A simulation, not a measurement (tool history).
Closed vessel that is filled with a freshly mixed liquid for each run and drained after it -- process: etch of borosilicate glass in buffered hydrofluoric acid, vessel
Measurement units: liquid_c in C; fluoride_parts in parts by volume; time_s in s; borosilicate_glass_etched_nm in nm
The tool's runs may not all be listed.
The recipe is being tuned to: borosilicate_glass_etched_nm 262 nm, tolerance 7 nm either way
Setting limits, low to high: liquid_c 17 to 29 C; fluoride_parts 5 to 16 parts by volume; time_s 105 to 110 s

run,hour,liquid_c,fluoride_parts,time_s,borosilicate_glass_etched_nm
1,0,21,9.5,105,109.6
2,7.7,22,9,105,118.88
3,13.9,23,8.5,105,133.83
4,18.2,23,6,105,187.77
5,20.3,26.5,6,105,227.22
6,22.5,23.5,6,105,195.03
7,26.6,24,6,105,200.72
8,28.4,24.5,6,105,205.85
9,31.5,25,6,105,211.82
10,33.1,25.5,6,105,218.98
11,39.3,26,6,105,221.01

Which one of the following 5 next-run settings gets every result inside its allowed miss? There is exactly one.
A,45.5,25.5,5.5,110,?
B,45.5,28,7.5,105,?
C,45.5,27.5,6,110,?
D,45.5,27,5.5,110,?
E,45.5,26.5,5,110,?

move,borosilicate_glass_etched_nm
A,242.45
B,197.18
C,249.22
D,262.22
E,278.13
A: better than the last run, though not everything is in spec
B: misses by more than the last run did
C: better than the last run, though not everything is in spec
D: in spec on every target
E: the result that was furthest off in the last run now lies on the other side of its target
D is the move that brings every result within its allowed miss.
